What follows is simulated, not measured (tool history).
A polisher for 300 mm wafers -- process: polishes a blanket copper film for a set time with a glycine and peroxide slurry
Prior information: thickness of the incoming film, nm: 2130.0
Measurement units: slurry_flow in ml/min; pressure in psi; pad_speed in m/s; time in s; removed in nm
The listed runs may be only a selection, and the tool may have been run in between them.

run 1 hour=0 | slurry_flow=270 pressure=2.6 pad_speed=0.94 time=73 | removed=381.09
run 2 hour=0.8 | slurry_flow=270 pressure=2.9 pad_speed=0.94 time=73 | removed=410.73
run 3 hour=8.9 | slurry_flow=270 pressure=2.5 pad_speed=0.94 time=73 | removed=364.43
run 4 hour=9.7 | slurry_flow=270 pressure=2.2 pad_speed=0.94 time=73 | removed=330.99
run 5 hour=17.8 | slurry_flow=270 pressure=2 pad_speed=0.94 time=73 | removed=305.52
run 6 hour=18.8 | slurry_flow=270 pressure=1.9 pad_speed=0.94 time=73 | removed=298.22
run 7 hour=24.5 | slurry_flow=270 pressure=1.8 pad_speed=0.94 time=73 | removed=282.81

Run 8 is up next; what results do you expect?
run 8 hour=28.6 | slurry_flow=270 pressure=1.7 pad_speed=0.94 time=73 | removed=?

{"run 8": {"removed": 272.75}}

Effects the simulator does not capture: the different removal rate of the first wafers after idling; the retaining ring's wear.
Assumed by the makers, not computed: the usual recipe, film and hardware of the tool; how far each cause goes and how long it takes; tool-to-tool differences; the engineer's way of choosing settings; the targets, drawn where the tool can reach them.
